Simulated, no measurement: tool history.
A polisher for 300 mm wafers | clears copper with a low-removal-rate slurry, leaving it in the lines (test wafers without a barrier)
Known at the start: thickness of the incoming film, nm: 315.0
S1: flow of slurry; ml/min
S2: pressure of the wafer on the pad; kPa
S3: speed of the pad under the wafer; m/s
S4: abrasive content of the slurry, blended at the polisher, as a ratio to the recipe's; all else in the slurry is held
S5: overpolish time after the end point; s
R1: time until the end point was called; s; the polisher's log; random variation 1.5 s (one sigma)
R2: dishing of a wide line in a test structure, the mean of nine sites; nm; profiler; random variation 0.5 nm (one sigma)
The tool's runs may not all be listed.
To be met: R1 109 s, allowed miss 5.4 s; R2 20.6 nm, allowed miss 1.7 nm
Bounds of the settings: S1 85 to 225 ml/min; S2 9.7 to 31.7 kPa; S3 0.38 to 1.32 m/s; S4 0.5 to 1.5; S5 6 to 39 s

| run | hour | S1 | S2 | S3 | S4 | S5 | R1 | R2 |
|---|---|---|---|---|---|---|---|---|
| 1 | 0 | 145 | 20.7 | 0.84 | 1 | 20 | 125.75 | 36.976 |
| 2 | 6 | 145 | 20.7 | 0.84 | 0.8 | 20 | 136.54 | 33.43 |
| 3 | 14.9 | 150 | 22.1 | 0.86 | 0.7 | 16 | 128.84 | 29.251 |
| 4 | 19 | 155 | 23.4 | 0.86 | 0.65 | 13 | 121.6 | 26.894 |
| 5 | 27.2 | 160 | 24.1 | 0.86 | 0.6 | 11 | 120.33 | 22.734 |
| 6 | 33.1 | 165 | 24.8 | 0.86 | 0.6 | 10 | 116.48 | 20.837 |
| 7 | 38.6 | 165 | 25.5 | 0.86 | 0.6 | 10 | 114.56 | 21.844 |
|  | 44.7 | worn pad replaced by a new one |
| 8 | 44.7 | 165 | 26.2 | 0.86 | 0.6 | 10 | 98.247 | 25.211 |
| 9 | 53.3 | 170 | 26.2 | 0.86 | 0.6 | 10 | 99.281 | 23.906 |
| 10 | 60.8 | 170 | 26.2 | 0.86 | 0.6 | 9 | 102.5 | 22.882 |
| 11 | 62.5 | 170 | 25.5 | 0.86 | 0.6 | 8 | 102.02 | 18.856 |

Which of these 5 next moves meets every target?
| A | 64.2 | 185 | 25.5 | 0.74 | 0.75 | 9 | ? | ? |
| B | 64.2 | 165 | 23.4 | 0.82 | 0.5 | 12 | ? | ? |
| C | 64.2 | 135 | 25.5 | 0.86 | 0.8 | 8 | ? | ? |
| D | 64.2 | 180 | 24.1 | 0.74 | 0.6 | 8 | ? | ? |
| E | 64.2 | 160 | 24.8 | 0.72 | 0.55 | 9 | ? | ? |

| move | R1 | R2 |
|---|---|---|
| A | 109.2 | 20.761 |
| B | 121.68 | 24.362 |
| C | 95.921 | 20.987 |
| D | 122.88 | 16.679 |
| E | 127.37 | 18.008 |
A: meets every target
B: takes the result that was furthest off past its target
C: further off than the last run
D: takes the result that was furthest off past its target
E: takes the result that was furthest off past its target
The right move is A.

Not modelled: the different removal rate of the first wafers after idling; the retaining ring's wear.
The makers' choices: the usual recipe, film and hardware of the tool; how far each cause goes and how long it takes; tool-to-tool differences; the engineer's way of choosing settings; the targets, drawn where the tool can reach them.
